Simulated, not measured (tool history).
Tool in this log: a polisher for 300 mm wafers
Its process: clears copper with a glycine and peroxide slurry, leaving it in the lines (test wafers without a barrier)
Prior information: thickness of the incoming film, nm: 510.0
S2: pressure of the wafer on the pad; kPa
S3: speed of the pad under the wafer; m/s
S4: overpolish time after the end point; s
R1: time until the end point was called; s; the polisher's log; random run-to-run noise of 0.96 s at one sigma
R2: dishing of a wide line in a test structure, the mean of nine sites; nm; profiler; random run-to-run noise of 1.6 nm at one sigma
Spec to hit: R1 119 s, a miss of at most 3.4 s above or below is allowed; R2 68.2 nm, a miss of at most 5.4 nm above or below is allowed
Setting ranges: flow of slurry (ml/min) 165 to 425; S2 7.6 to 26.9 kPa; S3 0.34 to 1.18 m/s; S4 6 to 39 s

run 1 hour=0 | flow_of_slurry_(ml/min)=275 S2=17.2 S3=0.76 S4=20 | R1=145.76 R2=42.618
run 2 hour=2.9 | flow_of_slurry_(ml/min)=275 S2=17.2 S3=0.7 S4=20 | R1=156.01 R2=43.645
run 3 hour=9.5 | flow_of_slurry_(ml/min)=275 S2=17.2 S3=0.7 S4=24 | R1=155.82 R2=49.245
run 4 hour=10.4 | flow_of_slurry_(ml/min)=275 S2=17.2 S3=0.7 S4=32 | R1=158.26 R2=60.632
run 5 hour=12.4 | flow_of_slurry_(ml/min)=275 S2=17.2 S3=0.7 S4=39 | R1=156.4 R2=71.231
run 6 hour=17.9 | flow_of_slurry_(ml/min)=275 S2=18.6 S3=0.7 S4=37 | R1=147.71 R2=70.224
run 7 hour=26.2 | flow_of_slurry_(ml/min)=275 S2=19.3 S3=0.7 S4=36 | R1=144.23 R2=72.074
run 8 hour=29.3 | flow_of_slurry_(ml/min)=275 S2=20 S3=0.7 S4=34 | R1=141.13 R2=69.716
-- hour=37.3 slurry nozzle cleaned
run 9 hour=37.3 | flow_of_slurry_(ml/min)=290 S2=24.8 S3=0.72 S4=28 | R1=108.45 R2=74.794
run 10 hour=44.4 | flow_of_slurry_(ml/min)=290 S2=24.8 S3=0.72 S4=28 | R1=108.59 R2=74.024

Below are 4 possible settings for the next run. Only one of them brings all results inside the allowed miss of their targets. Which is it?
run A hour=51.5 | flow_of_slurry_(ml/min)=330 S2=26.9 S3=0.72 S4=27 | R1=? R2=?
run B hour=51.5 | flow_of_slurry_(ml/min)=260 S2=22.1 S3=0.68 S4=37 | R1=? R2=?
run C hour=51.5 | flow_of_slurry_(ml/min)=270 S2=24.1 S3=0.66 S4=34 | R1=? R2=?
run D hour=51.5 | flow_of_slurry_(ml/min)=240 S2=25.5 S3=0.64 S4=27 | R1=? R2=?

move=A R1=102.35 R2=77.456
move=B R1=128.51 R2=81.513
move=C R1=122.02 R2=80.261
move=D R1=121.14 R2=68.237
A: further off than the last run
B: carries the result that was furthest off beyond its target, to the other side
C: the worst result of the last run now meets its target, but another is out of spec
D: every result within its allowed miss
The move that meets every target is D.

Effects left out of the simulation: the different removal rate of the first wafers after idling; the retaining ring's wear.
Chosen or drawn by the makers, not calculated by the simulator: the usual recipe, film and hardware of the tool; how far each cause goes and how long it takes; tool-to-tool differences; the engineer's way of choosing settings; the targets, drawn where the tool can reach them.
